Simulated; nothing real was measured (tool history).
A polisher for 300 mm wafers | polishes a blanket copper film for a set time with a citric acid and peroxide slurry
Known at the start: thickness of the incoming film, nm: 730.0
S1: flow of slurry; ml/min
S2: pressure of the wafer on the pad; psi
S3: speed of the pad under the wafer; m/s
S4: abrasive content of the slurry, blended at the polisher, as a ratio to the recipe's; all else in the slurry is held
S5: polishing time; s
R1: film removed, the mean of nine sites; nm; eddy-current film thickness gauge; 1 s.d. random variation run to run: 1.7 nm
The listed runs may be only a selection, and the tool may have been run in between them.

{"run": 1, "hour": 0.0, "S1": 250, "S2": 2.4, "S3": 1.16, "S4": 1.0, "S5": 125, "R1": 287.54}
{"run": 2, "hour": 7.6, "S1": 250, "S2": 2.4, "S3": 1.28, "S4": 1.0, "S5": 125, "R1": 311.54}
{"run": 3, "hour": 11.1, "S1": 250, "S2": 2.4, "S3": 1.56, "S4": 1.0, "S5": 125, "R1": 365.6}
{"run": 4, "hour": 15.8, "S1": 250, "S2": 2.4, "S3": 1.56, "S4": 1.15, "S5": 125, "R1": 389.5}
{"run": 5, "hour": 18.5, "S1": 250, "S2": 2.4, "S3": 1.56, "S4": 1.15, "S5": 130, "R1": 390.91}
{"run": 6, "hour": 25.1, "S1": 250, "S2": 2.1, "S3": 1.44, "S4": 1.15, "S5": 129, "R1": 332.07}
{"run": 7, "hour": 33.1, "S1": 250, "S2": 1.9, "S3": 1.32, "S4": 1.15, "S5": 129, "R1": 279.59}

Forecast run 8:
{"run": 8, "hour": 34.0, "S1": 250, "S2": 1.7, "S3": 1.24, "S4": 1.15, "S5": 129, "R1": "?"}

{"run 8": {"R1": 239.99}}
